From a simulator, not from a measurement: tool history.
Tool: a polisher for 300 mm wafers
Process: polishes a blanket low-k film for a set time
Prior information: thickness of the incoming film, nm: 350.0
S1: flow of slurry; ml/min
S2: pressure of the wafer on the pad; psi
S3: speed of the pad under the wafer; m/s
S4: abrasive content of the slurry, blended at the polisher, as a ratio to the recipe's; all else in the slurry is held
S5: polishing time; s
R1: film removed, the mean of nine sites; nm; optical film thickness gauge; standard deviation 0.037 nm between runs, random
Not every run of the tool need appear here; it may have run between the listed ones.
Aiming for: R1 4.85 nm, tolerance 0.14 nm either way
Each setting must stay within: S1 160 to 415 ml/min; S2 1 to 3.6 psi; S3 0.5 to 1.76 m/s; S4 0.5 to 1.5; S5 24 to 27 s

run	hour	S1	S2	S3	S4	S5	R1
1	0	265	2.3	1.12	1	27	10.509
2	6.1	265	1.9	1.04	1	27	9.0575
3	11.6	265	2.2	1.04	1	27	9.7979
4	20.6	265	1.9	0.9	1	27	8.1775
5	28.5	265	1.9	0.64	1	27	6.402
6	32.8	240	1.9	0.64	1	27	6.349
# hour 35.5: conditioning disc replaced and pad reconditioned
7	35.5	235	1.7	0.64	1	27	6.4909
8	38.3	235	1.1	0.5	0.75	26	3.2335
9	44.1	250	1.7	0.52	0.75	26	4.275
10	49	250	1.8	0.52	0.75	26	4.4069
11	49.9	250	1.9	0.52	0.75	26	4.5896
12	53.2	250	2	0.52	0.75	26	4.6677

Which single option among these 4 for the next run brings every result within its allowed miss of target? Just one does.
A	56.5	255	1.6	0.62	0.7	26	?
B	56.5	240	2	0.66	0.7	24	?
C	56.5	235	2.3	0.52	0.7	25	?
D	56.5	240	2.8	0.68	0.6	24	?

move	R1
A	4.3757
B	4.8239
C	4.532
D	5.1128
A: further off than the last run
B: all results in spec
C: further off than the last run
D: moves the result that the last run missed by most past its target, out the other side
Move B is the one to make.
